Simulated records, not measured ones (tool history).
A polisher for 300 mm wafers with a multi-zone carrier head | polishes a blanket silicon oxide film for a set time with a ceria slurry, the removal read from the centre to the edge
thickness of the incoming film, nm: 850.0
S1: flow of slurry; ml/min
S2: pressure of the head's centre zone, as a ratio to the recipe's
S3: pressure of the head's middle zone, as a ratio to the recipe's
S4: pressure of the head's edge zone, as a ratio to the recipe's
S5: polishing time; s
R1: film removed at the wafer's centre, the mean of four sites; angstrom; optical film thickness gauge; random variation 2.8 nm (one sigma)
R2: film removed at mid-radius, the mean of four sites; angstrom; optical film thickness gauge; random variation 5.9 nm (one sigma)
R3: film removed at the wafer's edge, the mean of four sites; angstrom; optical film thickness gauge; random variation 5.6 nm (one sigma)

| run | day | S1 | S2 | S3 | S4 | S5 | R1 | R2 | R3 |
|---|---|---|---|---|---|---|---|---|---|
| 1 | 0 | 215 | 1 | 1 | 1 | 62 | 3295.5 | 3293.5 | 3243.8 |
| 2 | 0.358 | 220 | 1 | 1.02 | 1.01 | 63 | 3360 | 3401.8 | 3410.7 |
| 3 | 0.508 | 220 | 1 | 1.02 | 1.01 | 51 | 2722.6 | 2800.6 | 2727.2 |
| 4 | 0.554 | 250 | 1 | 1.02 | 1.01 | 51 | 2756.1 | 2794.5 | 2710.6 |
| 5 | 0.725 | 245 | 1 | 1.04 | 1 | 54 | 2920.3 | 3092.2 | 2821.7 |
| 6 | 0.979 | 245 | 1.05 | 1.04 | 1 | 54 | 3075.8 | 2962 | 2878.9 |
| 7 | 1.15 | 245 | 1.05 | 1.06 | 1 | 56 | 3171.3 | 3099.3 | 2968.1 |
| 8 | 1.267 | 245 | 1.05 | 1.07 | 1 | 58 | 3299.1 | 3310.3 | 3140 |
| 9 | 1.467 | 245 | 1.05 | 1.08 | 1 | 59 | 3349.3 | 3416.3 | 3145.4 |
| 10 | 1.579 | 245 | 1.05 | 1.09 | 1.01 | 60 | 3391.9 | 3463.5 | 3119.1 |
| 11 | 1.6 | 240 | 1.04 | 1.09 | 1.01 | 62 | 3495.8 | 3601.7 | 3285 |

Run 12 comes next. What will it give?
| 12 | 1.917 | 240 | 1.04 | 1.1 | 1.02 | 63 | ? | ? | ? |

{"run 12": {"R1": 3550.6, "R2": 3687.4, "R3": 3415.7}}
